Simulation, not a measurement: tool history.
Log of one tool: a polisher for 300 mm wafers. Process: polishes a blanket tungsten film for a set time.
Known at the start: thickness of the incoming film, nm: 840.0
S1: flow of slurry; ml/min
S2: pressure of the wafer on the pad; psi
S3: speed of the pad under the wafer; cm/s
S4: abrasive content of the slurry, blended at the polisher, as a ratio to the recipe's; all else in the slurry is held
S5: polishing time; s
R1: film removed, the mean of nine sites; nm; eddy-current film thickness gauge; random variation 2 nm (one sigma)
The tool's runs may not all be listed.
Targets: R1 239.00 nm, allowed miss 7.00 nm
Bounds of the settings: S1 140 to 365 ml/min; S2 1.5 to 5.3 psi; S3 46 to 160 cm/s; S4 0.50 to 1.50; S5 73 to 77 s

run 1 hour=0.0 | S1=235 S2=3.4 S3=102 S4=1.00 S5=73 | R1=318.13
run 2 hour=5.8 | S1=235 S2=3.3 S3=102 S4=1.00 S5=73 | R1=312.05
run 3 hour=13.8 | S1=235 S2=4.1 S3=102 S4=1.00 S5=73 | R1=384.44
run 4 hour=18.4 | S1=235 S2=3.9 S3=102 S4=1.00 S5=73 | R1=364.13
run 5 hour=20.1 | S1=235 S2=3.9 S3=102 S4=1.00 S5=73 | R1=362.54
run 6 hour=26.4 | S1=290 S2=3.9 S3=102 S4=1.00 S5=73 | R1=375.35
run 7 hour=31.6 | S1=290 S2=3.7 S3=102 S4=1.00 S5=73 | R1=351.31
run 8 hour=36.7 | S1=290 S2=3.5 S3=102 S4=1.00 S5=73 | R1=329.03
run 9 hour=45.4 | S1=290 S2=3.4 S3=102 S4=1.00 S5=73 | R1=325.77
run 10 hour=50.1 | S1=290 S2=3.3 S3=102 S4=1.00 S5=73 | R1=318.97
run 11 hour=53.1 | S1=290 S2=3.2 S3=102 S4=1.00 S5=73 | R1=309.23
run 12 hour=60.2 | S1=290 S2=3.1 S3=102 S4=1.00 S5=73 | R1=302.49
run 13 hour=69.0 | S1=290 S2=3.0 S3=102 S4=1.00 S5=73 | R1=284.03
run 14 hour=70.6 | S1=275 S2=2.4 S3=102 S4=1.00 S5=73 | R1=229.23

Which of these 5 next moves meets every target?
run A hour=72.2 | S1=250 S2=2.2 S3=110 S4=1.00 S5=77 | R1=?
run B hour=72.2 | S1=285 S2=3.0 S3=88 S4=0.90 S5=77 | R1=?
run C hour=72.2 | S1=255 S2=2.5 S3=110 S4=1.00 S5=74 | R1=?
run D hour=72.2 | S1=275 S2=2.3 S3=100 S4=0.95 S5=73 | R1=?
run E hour=72.2 | S1=260 S2=2.0 S3=112 S4=1.10 S5=75 | R1=?

move=A R1=239.96
move=B R1=255.71
move=C R1=261.09
move=D R1=215.10
move=E R1=223.84
A: meets every target
B: takes the result that was furthest off past its target
C: takes the result that was furthest off past its target
D: further off than the last run
E: further off than the last run
Move A is the one to make.
